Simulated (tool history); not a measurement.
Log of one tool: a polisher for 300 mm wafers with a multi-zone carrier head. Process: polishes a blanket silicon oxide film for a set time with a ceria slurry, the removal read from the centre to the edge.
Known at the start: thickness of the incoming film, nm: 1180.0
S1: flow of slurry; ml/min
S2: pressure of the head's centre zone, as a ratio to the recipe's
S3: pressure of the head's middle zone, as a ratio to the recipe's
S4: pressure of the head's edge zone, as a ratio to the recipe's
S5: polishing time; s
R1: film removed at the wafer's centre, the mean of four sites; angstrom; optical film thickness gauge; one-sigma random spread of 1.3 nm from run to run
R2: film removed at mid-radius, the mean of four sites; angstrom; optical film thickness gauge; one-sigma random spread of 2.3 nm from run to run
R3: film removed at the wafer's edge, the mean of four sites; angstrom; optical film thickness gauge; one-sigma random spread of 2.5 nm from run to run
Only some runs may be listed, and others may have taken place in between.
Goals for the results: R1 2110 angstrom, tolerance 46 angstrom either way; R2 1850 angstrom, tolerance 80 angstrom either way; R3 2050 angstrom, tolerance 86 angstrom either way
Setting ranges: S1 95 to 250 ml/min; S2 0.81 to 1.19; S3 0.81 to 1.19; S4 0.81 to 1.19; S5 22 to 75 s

run	hour	S1	S2	S3	S4	S5	R1	R2	R3
1	0	160	1	1	1	48	2369.8	2380.8	2349.9
2	1.2	145	1	0.94	0.96	47	2304.4	2228.8	2232
3	7.9	165	1	0.94	0.96	47	2363.7	2273.8	2232
4	11.7	165	1	0.94	0.9	47	2363	2256.1	2234.8
5	13.5	165	1	0.94	0.9	56	2814	2745.8	2640.5
6	16.8	165	1.06	0.94	0.9	56	2987.2	2736.8	2627.7
7	20.9	155	1.03	0.9	0.93	52	2633.5	2432.3	2448.3
8	24.6	150	1.03	0.87	0.95	49	2510.1	2226.3	2319.9
9	31.7	140	1.02	0.85	0.95	47	2322.6	2137.9	2214.4
10	33.5	140	1.02	0.84	0.98	45	2215.8	1956.1	2128.1
11	39.9	105	1.01	0.82	0.97	44	1945.9	1721.9	1998.8
12	48	115	1.01	0.82	0.97	44	2045.2	1798.3	2013.2

Below are 5 possible settings for the next run. Only one of them brings all results inside the allowed miss of their targets. Which is it?
A	56.1	120	1.07	0.81	1	41	?	?	?
B	56.1	105	0.94	0.85	0.93	47	?	?	?
C	56.1	95	1.08	0.81	0.99	45	?	?	?
D	56.1	110	0.99	0.82	0.99	45	?	?	?
E	56.1	115	1.02	0.81	0.95	45	?	?	?

move	R1	R2	R3
A	2002.4	1651	1920.8
B	1923.7	1872.1	2084.2
C	2033.8	1680.9	1995.7
D	1973.7	1780.1	2063.4
E	2065.4	1790.8	2051
A: lands further from the targets than the last run did
B: lands further from the targets than the last run did
C: lands further from the targets than the last run did
D: lands further from the targets than the last run did
E: meets every target
The right move is E.
